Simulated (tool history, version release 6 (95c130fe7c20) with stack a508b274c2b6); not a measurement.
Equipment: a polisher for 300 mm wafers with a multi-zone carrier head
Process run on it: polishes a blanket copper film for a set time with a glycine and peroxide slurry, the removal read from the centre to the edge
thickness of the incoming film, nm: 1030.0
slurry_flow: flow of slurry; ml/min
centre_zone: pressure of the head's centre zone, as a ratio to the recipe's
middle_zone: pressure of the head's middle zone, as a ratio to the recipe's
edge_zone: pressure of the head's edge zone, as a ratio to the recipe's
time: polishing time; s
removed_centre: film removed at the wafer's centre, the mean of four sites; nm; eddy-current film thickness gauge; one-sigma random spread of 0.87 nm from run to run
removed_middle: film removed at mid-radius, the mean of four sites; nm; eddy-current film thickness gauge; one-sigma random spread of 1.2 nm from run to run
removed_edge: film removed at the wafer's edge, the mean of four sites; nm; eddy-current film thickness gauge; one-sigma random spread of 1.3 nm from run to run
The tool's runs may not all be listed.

run	hour	slurry_flow	centre_zone	middle_zone	edge_zone	time	removed_centre	removed_middle	removed_edge
1	0	205	1	1	1	38	137.15	137.87	131.56
2	1.3	190	0.94	1.01	1.02	35	116.17	127.89	121.09
3	10.2	190	0.94	0.95	1.02	35	116.81	121.01	121.25
4	15.7	180	0.9	0.97	1.03	33	104.29	113.14	115.02
5	21.6	180	0.83	0.97	1.03	33	97.224	113.7	114.34
6	29	180	0.81	0.97	1.03	33	94.375	114.32	113.5
7	31	140	0.81	1.06	1.07	29	77.109	103.06	98.123
8	35.9	155	0.82	1.06	1.07	29	80.052	106.01	100.35

Run 9 is up next; what results do you expect?
9	40.7	160	0.82	1.06	1.07	29	?	?	?

removed_centre: 80.885 nm
removed_middle: 105.36 nm
removed_edge: 100.22 nm
